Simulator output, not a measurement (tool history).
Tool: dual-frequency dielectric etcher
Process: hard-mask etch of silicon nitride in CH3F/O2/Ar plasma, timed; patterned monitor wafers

run  hour  source power (W)  bias power (W)  etch time (s)  mean etch depth across the wafer (nm)
  1     0               350              62            112                                 65.985
  2   5.9               350              54            112                                 63.198
  3  13.4               380              54            112                                 65.729
  4  15.5               410              54            112                                 66.232
  5  22.4               410              54            112                                 67.522
  6  27.5               470              54            112                                 70.264
  7  36.1               430              51          111.5                                 67.323
  8  41.1               400              49            111                                 64.886

The next listed run, before its measurement:
  9  42.4               380              47          110.5                                      ?

mean etch depth across the wafer (nm): 62.954
